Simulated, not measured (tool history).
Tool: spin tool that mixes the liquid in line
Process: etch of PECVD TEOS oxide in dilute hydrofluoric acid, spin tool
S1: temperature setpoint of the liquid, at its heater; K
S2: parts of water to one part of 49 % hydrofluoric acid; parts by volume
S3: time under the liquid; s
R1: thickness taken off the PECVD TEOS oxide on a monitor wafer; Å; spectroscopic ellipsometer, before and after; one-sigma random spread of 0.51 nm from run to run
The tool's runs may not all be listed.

{"run": 1, "hour": 0.0, "S1": 298.15, "S2": 160, "S3": 305, "R1": 414.8}
{"run": 2, "hour": 6.6, "S1": 294.65, "S2": 160, "S3": 305, "R1": 365.82}
{"run": 3, "hour": 14.4, "S1": 294.65, "S2": 160, "S3": 330, "R1": 393.31}
{"run": 4, "hour": 21.4, "S1": 298.15, "S2": 155, "S3": 330, "R1": 470.14}
{"run": 5, "hour": 22.1, "S1": 295.65, "S2": 155, "S3": 330, "R1": 420.64}
{"run": 6, "hour": 27.7, "S1": 298.65, "S2": 150, "S3": 330, "R1": 494.0}
{"run": 7, "hour": 30.0, "S1": 301.15, "S2": 145, "S3": 330, "R1": 564.46}

Predict the results of run 8:
{"run": 8, "hour": 37.1, "S1": 302.65, "S2": 145, "S3": 330, "R1": "?"}

Run 8 measured R1 593.33 Å.
